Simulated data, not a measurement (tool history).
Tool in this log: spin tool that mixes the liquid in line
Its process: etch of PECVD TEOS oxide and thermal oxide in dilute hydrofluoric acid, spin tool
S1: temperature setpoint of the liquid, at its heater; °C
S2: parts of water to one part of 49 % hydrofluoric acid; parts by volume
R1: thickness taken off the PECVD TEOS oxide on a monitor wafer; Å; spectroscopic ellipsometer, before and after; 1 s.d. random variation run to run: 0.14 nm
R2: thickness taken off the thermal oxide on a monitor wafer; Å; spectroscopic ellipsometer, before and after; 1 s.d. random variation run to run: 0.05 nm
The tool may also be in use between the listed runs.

{"run": 1, "hour": 0.0, "S1": 24, "S2": 235, "time under the liquid (s)": 140, "R1": 149.98, "R2": 26.146}
{"run": 2, "hour": 0.7, "S1": 24, "S2": 235, "time under the liquid (s)": 180, "R1": 193.87, "R2": 33.908}
{"run": 3, "hour": 1.5, "S1": 24, "S2": 310, "time under the liquid (s)": 180, "R1": 135.03, "R2": 23.303}
{"run": 4, "hour": 5.2, "S1": 25.5, "S2": 300, "time under the liquid (s)": 180, "R1": 149.42, "R2": 25.849}
{"run": 5, "hour": 10.5, "S1": 27, "S2": 300, "time under the liquid (s)": 180, "R1": 156.81, "R2": 27.827}
{"run": 6, "hour": 18.8, "S1": 27, "S2": 300, "time under the liquid (s)": 135, "R1": 119.16, "R2": 20.647}
{"run": 7, "hour": 25.5, "S1": 28, "S2": 280, "time under the liquid (s)": 135, "R1": 132.79, "R2": 23.15}

Run 8, settings as shown, results not yet in. Your forecast:
{"run": 8, "hour": 29.7, "S1": 29, "S2": 260, "time under the liquid (s)": 135, "R1": "?", "R2": "?"}

{"run 8": {"R1": 152.08, "R2": 26.461}}
